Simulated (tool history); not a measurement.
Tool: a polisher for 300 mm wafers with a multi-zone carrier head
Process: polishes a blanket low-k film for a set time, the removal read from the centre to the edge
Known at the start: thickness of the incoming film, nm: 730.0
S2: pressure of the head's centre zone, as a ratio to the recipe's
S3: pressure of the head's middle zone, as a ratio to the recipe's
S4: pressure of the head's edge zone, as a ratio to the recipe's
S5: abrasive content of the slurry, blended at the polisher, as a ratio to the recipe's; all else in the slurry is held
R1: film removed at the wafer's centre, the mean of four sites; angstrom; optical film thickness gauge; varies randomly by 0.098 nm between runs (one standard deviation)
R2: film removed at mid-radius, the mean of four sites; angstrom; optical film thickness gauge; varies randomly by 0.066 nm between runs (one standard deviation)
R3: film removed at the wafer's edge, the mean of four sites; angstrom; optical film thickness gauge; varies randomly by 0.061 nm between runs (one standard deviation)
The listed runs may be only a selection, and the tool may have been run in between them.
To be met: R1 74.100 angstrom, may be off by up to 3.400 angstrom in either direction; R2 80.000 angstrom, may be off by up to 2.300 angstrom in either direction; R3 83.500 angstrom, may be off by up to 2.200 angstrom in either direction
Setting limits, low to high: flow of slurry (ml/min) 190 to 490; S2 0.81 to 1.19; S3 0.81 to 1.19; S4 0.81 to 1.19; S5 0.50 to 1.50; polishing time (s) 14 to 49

run 1 day=0.000 | flow_of_slurry_(ml/min)=315 S2=1.00 S3=1.00 S4=1.00 S5=1.00 polishing_time_(s)=31 | R1=103.100 R2=102.770 R3=104.160
run 2 day=0.225 | flow_of_slurry_(ml/min)=255 S2=1.00 S3=1.00 S4=1.00 S5=1.00 polishing_time_(s)=31 | R1=101.490 R2=101.070 R3=102.020
run 3 day=0.250 | flow_of_slurry_(ml/min)=255 S2=1.00 S3=0.96 S4=1.00 S5=1.00 polishing_time_(s)=31 | R1=101.080 R2=95.928 R3=103.510
run 4 day=0.562 | flow_of_slurry_(ml/min)=255 S2=1.00 S3=0.88 S4=1.00 S5=1.00 polishing_time_(s)=31 | R1=98.365 R2=90.462 R3=102.870
run 5 day=0.892 | flow_of_slurry_(ml/min)=260 S2=0.95 S3=0.88 S4=0.95 S5=0.90 polishing_time_(s)=31 | R1=90.040 R2=86.084 R3=95.275
run 6 day=1.133 | flow_of_slurry_(ml/min)=260 S2=0.91 S3=0.88 S4=0.92 S5=0.85 polishing_time_(s)=31 | R1=86.719 R2=83.934 R3=92.538
run 7 day=1.446 | flow_of_slurry_(ml/min)=260 S2=0.91 S3=0.88 S4=0.92 S5=0.85 polishing_time_(s)=31 | R1=83.758 R2=83.785 R3=93.400
run 8 day=1.629 | flow_of_slurry_(ml/min)=250 S2=0.85 S3=0.90 S4=0.82 S5=0.70 polishing_time_(s)=31 | R1=72.148 R2=78.788 R3=80.731
run 9 day=1.733 | flow_of_slurry_(ml/min)=255 S2=0.85 S3=0.90 S4=0.83 S5=0.70 polishing_time_(s)=31 | R1=72.341 R2=78.577 R3=80.831

5 candidate next runs follow, results not yet known. Just one meets every target within its allowed miss. Identify it.
run A day=1.838 | flow_of_slurry_(ml/min)=190 S2=0.90 S3=0.96 S4=0.82 S5=0.55 polishing_time_(s)=35 | R1=? R2=? R3=?
run B day=1.838 | flow_of_slurry_(ml/min)=295 S2=0.84 S3=0.89 S4=0.85 S5=0.75 polishing_time_(s)=30 | R1=? R2=? R3=?
run C day=1.838 | flow_of_slurry_(ml/min)=265 S2=0.96 S3=0.89 S4=0.88 S5=0.60 polishing_time_(s)=31 | R1=? R2=? R3=?
run D day=1.838 | flow_of_slurry_(ml/min)=235 S2=0.81 S3=0.90 S4=0.84 S5=0.80 polishing_time_(s)=32 | R1=? R2=? R3=?
run E day=1.838 | flow_of_slurry_(ml/min)=190 S2=0.89 S3=0.81 S4=0.88 S5=0.80 polishing_time_(s)=32 | R1=? R2=? R3=?

move=A R1=74.309 R2=80.230 R3=77.927
move=B R1=73.634 R2=79.510 R3=82.283
move=C R1=77.505 R2=73.193 R3=77.225
move=D R1=75.450 R2=85.576 R3=87.874
move=E R1=79.697 R2=75.695 R3=87.498
A: moves away from the targets compared with the last run
B: each result inside its tolerance
C: moves away from the targets compared with the last run
D: takes the biggest miss from the last run beyond its target
E: takes the biggest miss from the last run beyond its target
Move B is the one to make.
